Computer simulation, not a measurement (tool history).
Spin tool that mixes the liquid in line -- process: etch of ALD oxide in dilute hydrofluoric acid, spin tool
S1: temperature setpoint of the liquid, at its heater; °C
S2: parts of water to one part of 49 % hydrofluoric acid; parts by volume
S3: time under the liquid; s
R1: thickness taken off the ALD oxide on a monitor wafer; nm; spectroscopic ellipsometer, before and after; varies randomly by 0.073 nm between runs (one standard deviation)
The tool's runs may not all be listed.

Run 1, hour 0.0: S1 25 °C, S2 145 parts by volume, S3 265 s. Result: R1 18.9370 nm.
Run 2, hour 5.4: S1 25 °C, S2 190 parts by volume, S3 265 s. Result: R1 13.4460 nm.
Run 3, hour 10.9: S1 25 °C, S2 145 parts by volume, S3 265 s. Result: R1 18.7310 nm.
Run 4, hour 18.3: S1 25 °C, S2 145 parts by volume, S3 265 s. Result: R1 18.7250 nm.
Run 5, hour 21.6: S1 24 °C, S2 150 parts by volume, S3 265 s. Result: R1 17.0480 nm.
Run 6, hour 24.8: S1 26 °C, S2 150 parts by volume, S3 265 s. Result: R1 18.7940 nm.
Run 7, hour 30.9: S1 25 °C, S2 155 parts by volume, S3 265 s. Result: R1 17.2240 nm.
Run 8, hour 35.9: S1 24 °C, S2 160 parts by volume, S3 265 s. Result: R1 16.0120 nm.

Predict the results of run 9:
Run 9, hour 41.7: S1 20 °C, S2 210 parts by volume, S3 265 s. Result: R1 ?.

Run 9 measured R1 9.7727 nm.
